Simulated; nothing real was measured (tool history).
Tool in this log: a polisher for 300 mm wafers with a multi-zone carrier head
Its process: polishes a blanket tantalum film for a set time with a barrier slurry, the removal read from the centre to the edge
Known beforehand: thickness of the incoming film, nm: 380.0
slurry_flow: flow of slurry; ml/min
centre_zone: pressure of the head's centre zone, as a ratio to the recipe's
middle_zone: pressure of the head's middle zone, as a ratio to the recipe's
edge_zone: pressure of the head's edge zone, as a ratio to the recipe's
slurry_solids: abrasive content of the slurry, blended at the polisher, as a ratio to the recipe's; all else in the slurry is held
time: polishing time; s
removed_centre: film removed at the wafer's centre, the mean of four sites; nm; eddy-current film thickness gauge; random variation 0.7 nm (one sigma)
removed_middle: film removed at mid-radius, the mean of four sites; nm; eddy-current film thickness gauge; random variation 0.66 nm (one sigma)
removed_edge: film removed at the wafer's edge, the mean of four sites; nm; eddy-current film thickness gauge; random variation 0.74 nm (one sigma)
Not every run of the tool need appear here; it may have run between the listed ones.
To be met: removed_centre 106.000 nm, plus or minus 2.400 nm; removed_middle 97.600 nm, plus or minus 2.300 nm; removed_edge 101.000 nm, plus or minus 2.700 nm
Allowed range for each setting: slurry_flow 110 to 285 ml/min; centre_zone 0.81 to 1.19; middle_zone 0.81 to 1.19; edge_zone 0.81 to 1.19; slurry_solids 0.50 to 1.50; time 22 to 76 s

run	hour	slurry_flow	centre_zone	middle_zone	edge_zone	slurry_solids	time	removed_centre	removed_middle	removed_edge
1	0.0	180	1.00	1.00	1.00	1.00	49	81.370	80.139	81.219
2	1.3	180	1.00	1.05	1.00	1.00	49	79.831	82.953	81.883
3	6.2	150	1.00	1.05	1.00	1.00	49	79.564	82.126	79.463
4	8.3	170	1.00	1.05	1.00	1.00	49	81.687	83.577	81.608
5	11.0	190	1.03	1.07	1.04	1.00	49	83.467	84.384	82.337
6	11.6	190	1.03	1.07	1.04	1.20	49	86.658	89.146	86.386
7	20.2	190	1.03	1.07	1.04	1.20	49	87.676	88.713	86.099
8	27.7	200	1.04	1.07	1.07	1.25	49	90.878	91.168	89.507
9	34.4	200	1.04	1.07	1.07	1.25	49	90.771	90.833	89.487
10	38.2	250	1.12	1.07	1.17	1.30	49	99.658	93.723	94.122

Exercise: of the 4 proposed moves below, exactly one satisfies all targets within the stated allowed misses. Which move is it?
A	42.0	275	0.98	0.96	1.19	1.50	52	?	?	?
B	42.0	180	1.01	0.84	1.19	1.50	56	?	?	?
C	42.0	230	1.11	1.05	1.17	1.35	49	?	?	?
D	42.0	275	1.10	1.03	1.12	1.45	51	?	?	?

move	removed_centre	removed_middle	removed_edge
A	95.921	93.546	105.510
B	101.930	86.759	110.610
C	98.559	91.493	95.152
D	105.010	96.632	99.495
A: further off than the last run
B: further off than the last run
C: further off than the last run
D: every result within its allowed miss
Move D is the one to make.

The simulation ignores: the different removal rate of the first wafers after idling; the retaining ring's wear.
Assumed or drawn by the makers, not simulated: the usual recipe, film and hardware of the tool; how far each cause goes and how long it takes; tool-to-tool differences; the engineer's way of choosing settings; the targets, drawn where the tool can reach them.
